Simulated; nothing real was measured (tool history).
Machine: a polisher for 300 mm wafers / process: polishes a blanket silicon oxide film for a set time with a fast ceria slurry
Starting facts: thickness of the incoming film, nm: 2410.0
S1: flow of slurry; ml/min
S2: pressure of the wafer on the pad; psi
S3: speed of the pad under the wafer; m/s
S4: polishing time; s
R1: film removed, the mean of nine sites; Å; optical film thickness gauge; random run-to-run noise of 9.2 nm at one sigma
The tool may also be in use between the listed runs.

run    day   S1   S2    S3  S4      R1
  1  0.000  285  3.1  0.84  77  9072.0
  2  0.033  285  3.2  0.84  77  9405.9
  3  0.325  285  3.2  0.84  81  9913.5
  4  0.625  285  2.9  0.84  81  9138.1
  5  0.975  285  2.9  0.84  77  8546.4
  6  1.271  285  3.0  0.84  77  8852.7

Forecast run 7:
  7  1.454  285  3.1  0.84  77   ?

{"run 7": {"R1": 9146.4}}
